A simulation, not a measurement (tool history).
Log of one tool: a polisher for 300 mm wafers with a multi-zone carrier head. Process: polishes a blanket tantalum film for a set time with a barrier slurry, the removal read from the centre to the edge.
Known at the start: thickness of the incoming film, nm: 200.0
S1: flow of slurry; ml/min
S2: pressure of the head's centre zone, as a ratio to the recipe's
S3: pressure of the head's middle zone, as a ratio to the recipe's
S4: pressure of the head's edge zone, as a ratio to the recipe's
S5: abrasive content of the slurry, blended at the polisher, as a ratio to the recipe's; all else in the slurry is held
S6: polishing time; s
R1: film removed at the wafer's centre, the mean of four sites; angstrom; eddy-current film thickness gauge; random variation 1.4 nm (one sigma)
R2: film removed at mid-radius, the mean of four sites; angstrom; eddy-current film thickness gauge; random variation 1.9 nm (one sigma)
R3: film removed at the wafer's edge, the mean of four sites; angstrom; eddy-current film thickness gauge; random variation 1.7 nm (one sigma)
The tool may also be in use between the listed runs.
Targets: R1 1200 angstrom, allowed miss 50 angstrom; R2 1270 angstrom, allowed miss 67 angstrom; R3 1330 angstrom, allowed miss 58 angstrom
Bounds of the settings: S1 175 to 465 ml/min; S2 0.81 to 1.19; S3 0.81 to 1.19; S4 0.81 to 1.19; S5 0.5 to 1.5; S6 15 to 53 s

run,day,S1,S2,S3,S4,S5,S6,R1,R2,R3
1,0,295,1,1,1,1,34,793.53,796.47,814.28
2,0.171,295,0.97,1,1,1,34,755.72,796.64,800.2
3,0.196,255,0.97,1,1,1,34,729.59,774.74,773.07
4,0.521,295,0.98,1.02,1.05,1.15,36,844.04,901.27,896.92
5,0.854,345,0.98,1.02,1.05,1.15,36,870.66,903.45,903.75
6,0.946,320,0.98,1.02,1.05,1.15,36,846.96,908.17,906.64
7,1.267,315,0.99,1.01,1.08,1.25,39,941.02,999.95,994.27
8,1.429,330,0.98,0.99,1.11,1.3,41,998.79,1011.4,1098.8
9,1.596,335,0.98,1,1.12,1.35,42,1036.4,1082.7,1119.3
10,1.775,335,0.98,1,1.13,1.4,43,1072.5,1099,1188.3
11,2.15,335,0.98,1,1.13,1.4,43,1082.7,1111.4,1164.8
12,2.521,340,0.97,1,1.14,1.45,44,1100.2,1155.3,1219.5
13,2.846,340,0.97,1.01,1.15,1.45,45,1126,1171.4,1239.9
14,3.217,340,0.97,1.01,1.15,1.45,46,1161.8,1179.4,1271.2

5 next moves are on the table. One of them brings every result within its allowed miss. Which?
A,3.588,345,1.07,0.87,1.13,1.25,45,?,?,?
B,3.588,330,0.99,1.14,1.04,1.5,45,?,?,?
C,3.588,335,0.99,1.01,1.16,1.4,48,?,?,?
D,3.588,325,0.97,0.92,1.19,1.3,46,?,?,?
E,3.588,385,0.97,0.9,1.19,1.35,46,?,?,?

move,R1,R2,R3
A,1171.4,1045.7,1242.9
B,1129.3,1312.3,1232.4
C,1188.3,1265.7,1372.8
D,1095.7,1115.3,1310.8
E,1121.3,1122.7,1335.9
A: further off than the last run
B: brings the result that was furthest off to its target, and leaves another outside
C: meets every target
D: further off than the last run
E: further off than the last run
Move C is the one to make.
